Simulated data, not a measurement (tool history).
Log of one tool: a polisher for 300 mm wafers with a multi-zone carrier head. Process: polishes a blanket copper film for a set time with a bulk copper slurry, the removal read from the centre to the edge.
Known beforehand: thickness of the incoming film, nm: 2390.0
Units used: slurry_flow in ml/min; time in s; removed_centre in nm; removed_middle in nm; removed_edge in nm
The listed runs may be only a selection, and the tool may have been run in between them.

run,day,slurry_flow,centre_zone,middle_zone,edge_zone,slurry_solids,time,removed_centre,removed_middle,removed_edge
1,0,240,1,1,1,1,71,591.21,578.73,580.01
2,0.296,240,0.94,1,1,1,71,540.54,576.89,572.59
3,0.65,240,1.02,1,1,1,71,592.79,584.24,580.63
4,0.875,240,1.02,1,0.93,1,71,588.29,579.27,562.94
5,1.096,240,1.02,1.04,0.93,1,71,574.06,604.73,566.65
6,1.367,240,1.02,1.04,0.86,1,71,576.88,603.1,538.26
7,1.558,230,0.97,1.01,0.85,0.95,71,565.58,580.4,536.98

For run 8, what comes out?
8,1.929,210,0.87,1.02,0.91,0.7,64,?,?,?

For run 8 the tool returned removed_centre 419.76 nm, removed_middle 495.66 nm, removed_edge 471.63 nm.

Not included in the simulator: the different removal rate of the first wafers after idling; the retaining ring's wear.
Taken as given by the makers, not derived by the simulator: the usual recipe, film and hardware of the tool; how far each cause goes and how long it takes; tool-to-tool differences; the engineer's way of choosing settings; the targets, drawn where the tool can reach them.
